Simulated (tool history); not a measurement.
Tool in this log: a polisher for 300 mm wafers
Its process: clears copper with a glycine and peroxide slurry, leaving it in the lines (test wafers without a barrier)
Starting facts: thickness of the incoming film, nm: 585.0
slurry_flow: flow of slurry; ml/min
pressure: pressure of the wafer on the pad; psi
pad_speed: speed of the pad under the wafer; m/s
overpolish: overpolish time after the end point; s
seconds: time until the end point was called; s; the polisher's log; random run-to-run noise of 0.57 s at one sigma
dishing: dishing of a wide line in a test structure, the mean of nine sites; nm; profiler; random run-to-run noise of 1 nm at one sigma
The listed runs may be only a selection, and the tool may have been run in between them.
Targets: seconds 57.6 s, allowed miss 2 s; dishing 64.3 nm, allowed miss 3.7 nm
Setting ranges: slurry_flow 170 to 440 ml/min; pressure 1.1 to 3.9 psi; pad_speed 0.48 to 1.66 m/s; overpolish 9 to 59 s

{"run": 1, "hour": 0.0, "slurry_flow": 280, "pressure": 2.5, "pad_speed": 1.06, "overpolish": 30, "seconds": 93.418, "dishing": 56.51}
{"run": 2, "hour": 7.2, "slurry_flow": 280, "pressure": 3.1, "pad_speed": 1.06, "overpolish": 30, "seconds": 77.847, "dishing": 62.04}
{"run": 3, "hour": 8.3, "slurry_flow": 280, "pressure": 3.3, "pad_speed": 1.08, "overpolish": 28, "seconds": 73.298, "dishing": 63.409}
{"run": 4, "hour": 13.6, "slurry_flow": 280, "pressure": 3.4, "pad_speed": 1.1, "overpolish": 26, "seconds": 69.422, "dishing": 61.309}
{"run": 5, "hour": 15.2, "slurry_flow": 280, "pressure": 3.4, "pad_speed": 1.1, "overpolish": 33, "seconds": 70.856, "dishing": 63.963}
{"run": 6, "hour": 16.1, "slurry_flow": 280, "pressure": 3.5, "pad_speed": 1.12, "overpolish": 31, "seconds": 67.469, "dishing": 64.301}
{"run": 7, "hour": 16.7, "slurry_flow": 280, "pressure": 3.6, "pad_speed": 1.14, "overpolish": 30, "seconds": 64.833, "dishing": 64.849}
{"run": 8, "hour": 19.9, "slurry_flow": 280, "pressure": 3.7, "pad_speed": 1.14, "overpolish": 29, "seconds": 62.751, "dishing": 62.723}
{"run": 9, "hour": 27.6, "slurry_flow": 285, "pressure": 3.8, "pad_speed": 1.16, "overpolish": 30, "seconds": 59.918, "dishing": 62.892}
{"run": 10, "hour": 29.2, "slurry_flow": 285, "pressure": 3.8, "pad_speed": 1.16, "overpolish": 31, "seconds": 61.179, "dishing": 62.576}
{"run": 11, "hour": 32.8, "slurry_flow": 280, "pressure": 3.8, "pad_speed": 1.18, "overpolish": 32, "seconds": 60.44, "dishing": 66.046}

Exactly one of the 4 candidate moves below puts every result within its allowed miss. Which one?
{"run": "A", "hour": 36.4, "slurry_flow": 220, "pressure": 3.9, "pad_speed": 1.12, "overpolish": 59, "seconds": "?", "dishing": "?"}
{"run": "B", "hour": 36.4, "slurry_flow": 295, "pressure": 3.6, "pad_speed": 1.12, "overpolish": 31, "seconds": "?", "dishing": "?"}
{"run": "C", "hour": 36.4, "slurry_flow": 250, "pressure": 2.9, "pad_speed": 1.46, "overpolish": 29, "seconds": "?", "dishing": "?"}
{"run": "D", "hour": 36.4, "slurry_flow": 335, "pressure": 3.7, "pad_speed": 1.24, "overpolish": 39, "seconds": "?", "dishing": "?"}

move=A seconds=62.924 dishing=67.627
move=B seconds=65.253 dishing=64.239
move=C seconds=63.681 dishing=61.934
move=D seconds=57.504 dishing=66.125
A: its largest miss is bigger than the last run's
B: its largest miss is bigger than the last run's
C: its largest miss is bigger than the last run's
D: every result within its allowed miss
D meets every target.
